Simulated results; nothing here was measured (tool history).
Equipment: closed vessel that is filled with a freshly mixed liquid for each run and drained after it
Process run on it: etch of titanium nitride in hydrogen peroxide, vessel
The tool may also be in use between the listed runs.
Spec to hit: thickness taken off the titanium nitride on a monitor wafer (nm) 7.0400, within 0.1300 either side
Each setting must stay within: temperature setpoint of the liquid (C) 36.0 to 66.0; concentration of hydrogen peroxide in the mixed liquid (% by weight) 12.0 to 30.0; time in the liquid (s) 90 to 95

| run | hour | temperature setpoint of the liquid (C) | concentration of hydrogen peroxide in the mixed liquid (% by weight) | time in the liquid (s) | thickness taken off the titanium nitride on a monitor wafer (nm) |
|---|---|---|---|---|---|
| 1 | 0.0 | 52.0 | 21.5 | 90 | 9.5875 |
| 2 | 7.5 | 56.0 | 21.5 | 90 | 12.7160 |
| 3 | 12.8 | 59.0 | 21.5 | 90 | 15.5860 |
| 4 | 21.4 | 56.5 | 21.5 | 90 | 13.1280 |
| 5 | 22.5 | 53.0 | 21.5 | 90 | 10.3250 |
| 6 | 28.8 | 52.0 | 21.5 | 90 | 9.5702 |
| 7 | 31.8 | 51.0 | 21.5 | 90 | 8.8218 |
| 8 | 32.5 | 50.5 | 21.5 | 90 | 8.4966 |
| 9 | 37.3 | 50.0 | 21.5 | 90 | 8.2991 |
| 10 | 42.4 | 49.5 | 21.5 | 90 | 7.9649 |
| 11 | 48.7 | 49.0 | 21.5 | 90 | 7.6627 |
| 12 | 54.5 | 48.5 | 21.5 | 90 | 7.4876 |
| 13 | 57.1 | 47.5 | 21.5 | 90 | 6.9307 |

4 candidate next runs follow, results not yet known. Just one meets every target within its allowed miss. Identify it.
| A | 59.7 | 47.0 | 26.0 | 95 | ? |
| B | 59.7 | 47.0 | 21.0 | 95 | ? |
| C | 59.7 | 45.5 | 29.5 | 95 | ? |
| D | 59.7 | 47.5 | 19.5 | 90 | ? |

| move | thickness taken off the titanium nitride on a monitor wafer (nm) |
|---|---|
| A | 7.2625 |
| B | 6.9337 |
| C | 6.6835 |
| D | 6.7071 |
A: the result that was furthest off in the last run now lies on the other side of its target
B: every result lands within tolerance
C: further off than the last run
D: further off than the last run
B meets every target.
